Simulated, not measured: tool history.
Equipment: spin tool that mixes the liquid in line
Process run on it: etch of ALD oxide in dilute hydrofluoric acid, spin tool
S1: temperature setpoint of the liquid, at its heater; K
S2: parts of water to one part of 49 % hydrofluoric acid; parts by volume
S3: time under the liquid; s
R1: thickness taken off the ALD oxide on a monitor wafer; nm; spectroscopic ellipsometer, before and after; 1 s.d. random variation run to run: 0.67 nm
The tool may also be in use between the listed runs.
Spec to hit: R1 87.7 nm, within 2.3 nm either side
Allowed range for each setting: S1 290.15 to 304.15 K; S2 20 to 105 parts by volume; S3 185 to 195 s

| run | hour | S1 | S2 | S3 | R1 |
|---|---|---|---|---|---|
| 1 | 0 | 296.15 | 55 | 185 | 32.901 |
| 2 | 6.6 | 296.15 | 55 | 195 | 34.894 |
| 3 | 12.6 | 296.15 | 65 | 195 | 29.053 |
| 4 | 14.5 | 298.65 | 50 | 195 | 42.01 |
| 5 | 18.9 | 300.15 | 40 | 195 | 57.22 |
| 6 | 27.7 | 300.15 | 40 | 195 | 57.242 |
| 7 | 30.4 | 300.15 | 40 | 195 | 57.987 |
| 8 | 34.7 | 301.15 | 35 | 195 | 69.559 |
| 9 | 37.3 | 302.15 | 35 | 195 | 71.697 |
| 10 | 38 | 302.15 | 35 | 195 | 72.437 |
| 11 | 44.1 | 302.65 | 35 | 195 | 73.835 |
| 12 | 52.5 | 303.15 | 35 | 195 | 75.001 |

Of the 4 settings listed for the next run, only one would bring every result within its allowed miss of target. Which one?
| A | 60.9 | 303.15 | 30 | 195 | ? |
| B | 60.9 | 301.15 | 25 | 185 | ? |
| C | 60.9 | 303.15 | 40 | 185 | ? |
| D | 60.9 | 304.15 | 30 | 195 | ? |

| move | R1 |
|---|---|
| A | 87.814 |
| B | 92.924 |
| C | 61.51 |
| D | 91.387 |
A: meets every target
B: takes the biggest miss from the last run beyond its target
C: moves away from the targets compared with the last run
D: takes the biggest miss from the last run beyond its target
A meets every target.
